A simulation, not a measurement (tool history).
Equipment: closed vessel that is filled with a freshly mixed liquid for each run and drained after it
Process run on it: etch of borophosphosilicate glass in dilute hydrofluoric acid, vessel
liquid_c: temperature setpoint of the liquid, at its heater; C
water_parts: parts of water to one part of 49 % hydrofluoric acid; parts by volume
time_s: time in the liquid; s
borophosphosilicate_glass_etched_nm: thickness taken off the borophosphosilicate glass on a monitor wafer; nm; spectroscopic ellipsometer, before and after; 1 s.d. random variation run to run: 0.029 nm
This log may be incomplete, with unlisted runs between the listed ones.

run,hour,liquid_c,water_parts,time_s,borophosphosilicate_glass_etched_nm
1,0.0,25.0,185,30,8.9316
2,3.1,25.0,185,30,8.9058
3,9.6,22.5,190,30,7.8739
4,15.7,21.0,195,30,7.2047
5,22.5,22.5,195,30,7.5869
6,27.8,22.5,160,30,9.6154

Estimate the outcome of run 7 from the log above:
7,31.2,21.0,175,30,?

{"run 7": {"borophosphosilicate_glass_etched_nm": 8.2007}}
